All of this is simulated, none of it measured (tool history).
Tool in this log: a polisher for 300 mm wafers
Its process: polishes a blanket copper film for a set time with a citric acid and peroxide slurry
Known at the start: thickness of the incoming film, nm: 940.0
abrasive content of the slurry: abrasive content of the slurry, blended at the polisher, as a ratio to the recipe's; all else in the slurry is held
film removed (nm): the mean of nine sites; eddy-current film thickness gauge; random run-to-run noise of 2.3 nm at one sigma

run	hour	flow of slurry (ml/min)	pressure of the wafer on the pad (psi)	speed of the pad under the wafer (cm/s)	abrasive content of the slurry	polishing time (s)	film removed (nm)
1	0	235	2.6	122	1	48	101.59
2	2.6	235	2.6	122	1.2	48	105.9
3	8.2	205	2.6	122	1.2	48	104.57
4	16.4	205	3	128	1.2	48	122.96
5	19	205	3	146	1.2	48	139.63
6	23.5	210	3.3	150	1.2	48	155.02
7	27.5	210	3.5	154	1.2	48	168.48

For run 8, what comes out?
8	29.4	210	3.6	158	1.2	48	?

{"run 8": {"film removed (nm)": 176.48}}

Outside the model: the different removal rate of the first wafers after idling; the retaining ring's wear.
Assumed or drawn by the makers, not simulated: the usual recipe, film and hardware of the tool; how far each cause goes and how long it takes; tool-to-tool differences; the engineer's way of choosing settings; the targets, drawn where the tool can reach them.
